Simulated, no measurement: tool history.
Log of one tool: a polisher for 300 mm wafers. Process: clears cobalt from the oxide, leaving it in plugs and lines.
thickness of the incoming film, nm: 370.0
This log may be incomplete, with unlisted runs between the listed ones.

run    day  flow of slurry (ml/min)  pressure of the wafer on the pad (psi)  speed of the pad under the wafer (cm/s)  overpolish time after the end point (s)  time until the end point was called (s)  dishing of a wide line in a test structure (angstrom)
  1  0.000                      300                                     2.4                                       76                                       14                                   98.061                                                 349.20
  2  0.167                      300                                     2.2                                       74                                       13                                  109.270                                                 295.10
  3  0.258                      300                                     2.2                                       80                                       13                                  104.830                                                 308.07
  4  0.512                      300                                     2.2                                       68                                       13                                  115.070                                                 309.19
  5  0.571                      300                                     2.6                                       68                                       13                                   97.641                                                 324.60
  6  0.925                      285                                     2.4                                       70                                       12                                  103.090                                                 307.67
  7  1.246                      310                                     2.2                                       70                                       11                                  113.660                                                 264.78
  8  1.438                      315                                     2.1                                       70                                       10                                  115.060                                                 248.53
  9  1.612                      320                                     2.0                                       70                                        9                                  121.240                                                 221.43
 10  1.800                      320                                     1.9                                       70                                        8                                  129.370                                                 188.84
 11  1.967                      320                                     1.8                                       70                                        8                                  135.840                                                 184.60

What does the tool deliver on the next run?
 12  2.046                      320                                     1.7                                       70                                        8                                        ?                                                      ?

time until the end point was called (s): 144.100
dishing of a wide line in a test structure (angstrom): 182.71
